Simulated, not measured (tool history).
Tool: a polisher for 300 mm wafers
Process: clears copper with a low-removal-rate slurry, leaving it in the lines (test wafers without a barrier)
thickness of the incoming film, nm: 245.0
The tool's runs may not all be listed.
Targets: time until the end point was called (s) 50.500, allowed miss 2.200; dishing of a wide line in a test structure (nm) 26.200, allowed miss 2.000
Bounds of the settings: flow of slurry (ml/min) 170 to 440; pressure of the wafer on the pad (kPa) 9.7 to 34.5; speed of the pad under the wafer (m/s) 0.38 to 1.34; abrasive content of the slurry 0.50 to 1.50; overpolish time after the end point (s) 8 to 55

run  hour  flow of slurry (ml/min)  pressure of the wafer on the pad (kPa)  speed of the pad under the wafer (m/s)  abrasive content of the slurry  overpolish time after the end point (s)  time until the end point was called (s)  dishing of a wide line in a test structure (nm)
  1   0.0                      280                                    22.1                                    0.86                            1.00                                       28                                   70.501                                           52.671
  2   7.1                      280                                    20.0                                    0.86                            1.00                                       28                                   78.819                                           50.291
  3  15.0                      325                                    20.0                                    0.86                            1.00                                       28                                   75.075                                           49.749
  4  15.8                      325                                    20.0                                    0.76                            1.00                                       28                                   84.862                                           44.855
  5  18.9                      325                                    20.0                                    0.62                            1.00                                       28                                  103.310                                           39.867
  6  20.3                      325                                    20.0                                    0.62                            1.00                                       18                                  100.560                                           29.031
  7  25.7                      355                                    23.4                                    0.60                            1.10                                       15                                   88.801                                           27.311
  8  30.6                      375                                    26.2                                    0.60                            1.20                                       13                                   79.325                                           25.993
  9  35.8                      390                                    28.3                                    0.62                            1.25                                       12                                   69.696                                           28.352
 10  41.4                      310                                    33.1                                    0.86                            1.00                                        8                                   46.133                                           29.466
 11  42.5                      315                                    33.8                                    0.84                            0.95                                        8                                   46.586                                           29.137
 12  47.8                      325                                    33.8                                    0.82                            0.90                                        8                                   47.994                                           26.803

Which of these 5 next moves meets every target?
  A  53.1                      330                                    29.6                                    0.88                            0.95                                        8                                        ?                                                ?
  B  53.1                      285                                    34.5                                    0.90                            0.95                                        8                                        ?                                                ?
  C  53.1                      325                                    32.4                                    0.96                            0.75                                        9                                        ?                                                ?
  D  53.1                      335                                    34.5                                    0.90                            0.80                                        8                                        ?                                                ?
  E  53.1                      375                                    30.3                                    0.76                            0.90                                        9                                        ?                                                ?

move  time until the end point was called (s)  dishing of a wide line in a test structure (nm)
   A                                   51.191                                           26.604
   B                                   43.817                                           30.442
   C                                   44.659                                           32.977
   D                                   44.239                                           30.200
   E                                   57.549                                           26.634
A: meets every target
B: further off than the last run
C: further off than the last run
D: further off than the last run
E: takes the result that was furthest off past its target
Answer: A

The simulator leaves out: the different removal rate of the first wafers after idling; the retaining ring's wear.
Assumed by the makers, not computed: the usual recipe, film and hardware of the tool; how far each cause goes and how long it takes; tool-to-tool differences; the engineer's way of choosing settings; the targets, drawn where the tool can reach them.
